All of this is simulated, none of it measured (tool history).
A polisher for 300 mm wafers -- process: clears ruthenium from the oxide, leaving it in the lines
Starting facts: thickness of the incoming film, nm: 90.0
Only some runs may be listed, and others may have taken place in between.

run,hour,flow of slurry (ml/min),pressure of the wafer on the pad (kPa),speed of the pad under the wafer (cm/s),overpolish time after the end point (s),time until the end point was called (s)
1,0.0,250,12.4,84,10,109.480
2,7.8,210,12.4,84,10,105.090
3,9.7,210,14.5,84,10,93.113
4,12.1,210,13.1,84,10,101.190
5,14.1,210,13.1,84,10,103.490
6,17.4,210,15.9,84,10,85.228
7,22.6,210,12.4,80,10,109.730
8,24.5,210,11.7,80,10,119.870
9,28.9,210,11.7,80,10,116.790

For run 10, what comes out?
10,37.0,210,11.0,80,10,?

Run 10 produced time until the end point was called (s) 127.890.
